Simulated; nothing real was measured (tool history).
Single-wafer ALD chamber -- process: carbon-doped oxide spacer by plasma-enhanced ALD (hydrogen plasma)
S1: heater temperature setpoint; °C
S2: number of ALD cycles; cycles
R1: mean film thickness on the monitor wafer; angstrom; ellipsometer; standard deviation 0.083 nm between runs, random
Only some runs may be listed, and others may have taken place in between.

run	hour	S1	S2	R1
1	0.0	380	338	167.11
2	8.2	380	348	173.18
3	10.5	373	348	172.15
4	16.4	373	355	176.78
5	18.8	373	327	163.12
6	20.7	373	290	144.25
7	25.3	373	314	156.12
8	33.4	373	331	163.94
9	40.2	373	343	171.25

Run 10 has not been measured yet. What should we expect?
10	49.7	373	350	?

Run 10 measured R1 174.38 angstrom.
